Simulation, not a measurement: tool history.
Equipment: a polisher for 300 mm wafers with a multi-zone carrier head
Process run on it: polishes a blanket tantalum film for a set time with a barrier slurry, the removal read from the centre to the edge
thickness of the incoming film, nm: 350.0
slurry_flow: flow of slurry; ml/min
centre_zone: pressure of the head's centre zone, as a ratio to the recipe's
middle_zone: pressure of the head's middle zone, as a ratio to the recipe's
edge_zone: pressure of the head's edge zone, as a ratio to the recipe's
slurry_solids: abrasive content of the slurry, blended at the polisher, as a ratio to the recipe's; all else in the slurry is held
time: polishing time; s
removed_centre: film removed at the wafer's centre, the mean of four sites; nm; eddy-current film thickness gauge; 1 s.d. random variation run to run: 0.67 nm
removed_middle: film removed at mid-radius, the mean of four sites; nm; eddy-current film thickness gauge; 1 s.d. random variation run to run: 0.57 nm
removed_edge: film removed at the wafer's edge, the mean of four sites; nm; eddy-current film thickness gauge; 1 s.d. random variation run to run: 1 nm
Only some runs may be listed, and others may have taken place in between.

run 1 day=0 | slurry_flow=165 centre_zone=1 middle_zone=1 edge_zone=1 slurry_solids=1 time=63 | removed_centre=99.529 removed_middle=95.595 removed_edge=96.754
run 2 day=0.317 | slurry_flow=165 centre_zone=0.99 middle_zone=1 edge_zone=0.98 slurry_solids=0.95 time=63 | removed_centre=96.364 removed_middle=94.667 removed_edge=95.177
run 3 day=0.654 | slurry_flow=150 centre_zone=0.99 middle_zone=1 edge_zone=0.98 slurry_solids=0.95 time=63 | removed_centre=95.648 removed_middle=94.566 removed_edge=96.4
run 4 day=0.688 | slurry_flow=160 centre_zone=0.98 middle_zone=1 edge_zone=0.97 slurry_solids=0.9 time=62 | removed_centre=91.259 removed_middle=92.169 removed_edge=89.042
run 5 day=1.038 | slurry_flow=160 centre_zone=0.98 middle_zone=1 edge_zone=0.97 slurry_solids=0.9 time=53 | removed_centre=77.586 removed_middle=78.165 removed_edge=77.853
run 6 day=1.096 | slurry_flow=160 centre_zone=0.98 middle_zone=1 edge_zone=0.96 slurry_solids=0.9 time=53 | removed_centre=79.016 removed_middle=78.01 removed_edge=78.354
run 7 day=1.171 | slurry_flow=160 centre_zone=0.98 middle_zone=1 edge_zone=0.95 slurry_solids=0.9 time=53 | removed_centre=78.949 removed_middle=78.231 removed_edge=76.834

For run 8, what comes out?
run 8 day=1.212 | slurry_flow=115 centre_zone=0.95 middle_zone=0.99 edge_zone=0.89 slurry_solids=0.85 time=53 | removed_centre=? removed_middle=? removed_edge=?

Logged for run 8: removed_centre 69.314 nm, removed_middle 71.551 nm, removed_edge 71.521 nm.
